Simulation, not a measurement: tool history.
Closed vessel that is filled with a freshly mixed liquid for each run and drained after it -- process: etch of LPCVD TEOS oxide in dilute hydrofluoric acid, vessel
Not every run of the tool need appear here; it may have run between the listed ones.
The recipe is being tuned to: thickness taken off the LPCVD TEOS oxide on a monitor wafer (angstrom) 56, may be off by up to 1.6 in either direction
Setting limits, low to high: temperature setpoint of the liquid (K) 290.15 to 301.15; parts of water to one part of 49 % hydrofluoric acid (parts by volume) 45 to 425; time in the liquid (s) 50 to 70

run	hour	temperature setpoint of the liquid (K)	parts of water to one part of 49 % hydrofluoric acid (parts by volume)	time in the liquid (s)	thickness taken off the LPCVD TEOS oxide on a monitor wafer (angstrom)
1	0	293.15	235	70	53.181
2	3.3	293.15	185	70	70.735
3	4	293.15	185	70	71.33
4	7.1	292.65	190	70	67.152
5	13.8	295.15	190	70	74.405
6	17	295.15	260	70	50.446
7	17.7	295.65	260	70	51.274
8	19.4	296.15	260	70	51.991
9	23.1	296.65	260	70	52.864
10	29.7	296.65	260	70	52.643

Next run, 5 choices. One meets every target within its allowed miss, the rest don't. Which?
A	36.3	294.15	235	70	?
B	36.3	300.65	245	50	?
C	36.3	293.15	215	70	?
D	36.3	294.15	270	70	?
E	36.3	290.65	240	70	?

move	thickness taken off the LPCVD TEOS oxide on a monitor wafer (angstrom)
A	55.571
B	47.266
C	59.749
D	46.699
E	47.553
A: every result lands within tolerance
B: misses by more than the last run did
C: pushes the last run's worst result past its target
D: misses by more than the last run did
E: misses by more than the last run did
A meets every target.
